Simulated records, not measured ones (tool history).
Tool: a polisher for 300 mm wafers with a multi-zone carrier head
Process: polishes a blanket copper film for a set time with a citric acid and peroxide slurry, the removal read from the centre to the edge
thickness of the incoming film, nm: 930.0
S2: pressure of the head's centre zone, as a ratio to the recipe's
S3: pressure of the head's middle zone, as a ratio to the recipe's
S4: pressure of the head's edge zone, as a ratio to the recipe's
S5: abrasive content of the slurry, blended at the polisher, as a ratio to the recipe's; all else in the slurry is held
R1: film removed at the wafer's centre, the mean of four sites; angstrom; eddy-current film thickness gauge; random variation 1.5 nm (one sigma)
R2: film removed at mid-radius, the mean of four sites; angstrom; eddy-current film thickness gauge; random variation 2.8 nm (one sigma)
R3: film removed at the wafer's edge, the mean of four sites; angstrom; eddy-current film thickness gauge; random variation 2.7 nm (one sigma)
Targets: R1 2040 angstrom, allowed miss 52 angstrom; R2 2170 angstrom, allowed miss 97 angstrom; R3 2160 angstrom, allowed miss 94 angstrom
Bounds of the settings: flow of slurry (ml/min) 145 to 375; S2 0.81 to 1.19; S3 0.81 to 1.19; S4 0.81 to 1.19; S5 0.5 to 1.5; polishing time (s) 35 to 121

run 1 hour=0 | flow_of_slurry_(ml/min)=240 S2=1 S3=1 S4=1 S5=1 polishing_time_(s)=78 | R1=1686.4 R2=1735.9 R3=1709
run 2 hour=8.7 | flow_of_slurry_(ml/min)=240 S2=1 S3=1 S4=1 S5=0.9 polishing_time_(s)=78 | R1=1656.2 R2=1708.5 R3=1731.6
run 3 hour=9.3 | flow_of_slurry_(ml/min)=240 S2=0.97 S3=1 S4=1 S5=0.9 polishing_time_(s)=78 | R1=1600.2 R2=1670.4 R3=1661.1
run 4 hour=18 | flow_of_slurry_(ml/min)=240 S2=0.97 S3=1.05 S4=1 S5=0.9 polishing_time_(s)=78 | R1=1595.7 R2=1785.7 R3=1726.2
run 5 hour=26.1 | flow_of_slurry_(ml/min)=250 S2=1.01 S3=1.07 S4=1.04 S5=0.9 polishing_time_(s)=78 | R1=1672.5 R2=1788.7 R3=1748.3
run 6 hour=28.4 | flow_of_slurry_(ml/min)=250 S2=1.09 S3=1.07 S4=1.04 S5=0.9 polishing_time_(s)=78 | R1=1783.1 R2=1794.9 R3=1759.9
run 7 hour=31.8 | flow_of_slurry_(ml/min)=250 S2=1.08 S3=1.08 S4=1.07 S5=1 polishing_time_(s)=80 | R1=1908.3 R2=1908.3 R3=1863.8
run 8 hour=38.8 | flow_of_slurry_(ml/min)=250 S2=1.06 S3=1.09 S4=1.1 S5=1 polishing_time_(s)=81 | R1=1877.6 R2=1949 R3=1957.6
run 9 hour=47.9 | flow_of_slurry_(ml/min)=260 S2=1.07 S3=1.11 S4=1.12 S5=1 polishing_time_(s)=81 | R1=1897 R2=1971.4 R3=1918.2
run 10 hour=53.6 | flow_of_slurry_(ml/min)=245 S2=1.07 S3=1.12 S4=1.13 S5=1.05 polishing_time_(s)=82 | R1=1955.5 R2=2015.9 R3=2046.5
run 11 hour=62 | flow_of_slurry_(ml/min)=245 S2=1.07 S3=1.13 S4=1.13 S5=1.05 polishing_time_(s)=82 | R1=1940.6 R2=2056.6 R3=1997.9
run 12 hour=63.1 | flow_of_slurry_(ml/min)=245 S2=1.07 S3=1.13 S4=1.14 S5=1.1 polishing_time_(s)=82 | R1=1965.3 R2=2086.6 R3=2036.8
run 13 hour=71.6 | flow_of_slurry_(ml/min)=245 S2=1.07 S3=1.13 S4=1.14 S5=1.1 polishing_time_(s)=82 | R1=1963.5 R2=2083.5 R3=2080.8
run 14 hour=77.7 | flow_of_slurry_(ml/min)=245 S2=1.07 S3=1.14 S4=1.14 S5=1.1 polishing_time_(s)=82 | R1=1966.8 R2=2133.3 R3=1987.1

4 next moves are on the table. One of them brings every result within its allowed miss. Which?
run A hour=83.8 | flow_of_slurry_(ml/min)=255 S2=1.06 S3=1.14 S4=1.14 S5=1.1 polishing_time_(s)=86 | R1=? R2=? R3=?
run B hour=83.8 | flow_of_slurry_(ml/min)=305 S2=1.18 S3=1.17 S4=1.11 S5=1.15 polishing_time_(s)=74 | R1=? R2=? R3=?
run C hour=83.8 | flow_of_slurry_(ml/min)=230 S2=1.06 S3=1.07 S4=1.19 S5=1.15 polishing_time_(s)=91 | R1=? R2=? R3=?
run D hour=83.8 | flow_of_slurry_(ml/min)=175 S2=1.03 S3=1.14 S4=1.19 S5=1.2 polishing_time_(s)=97 | R1=? R2=? R3=?

move=A R1=2062.3 R2=2185.7 R3=2133.7
move=B R1=2040.5 R2=1979.7 R3=1856.9
move=C R1=2179.4 R2=2191.5 R3=2318.2
move=D R1=2195.4 R2=2408.5 R3=2432.7
A: meets every target
B: further off than the last run
C: takes the result that was furthest off past its target
D: takes the result that was furthest off past its target
Move A is the one to make.
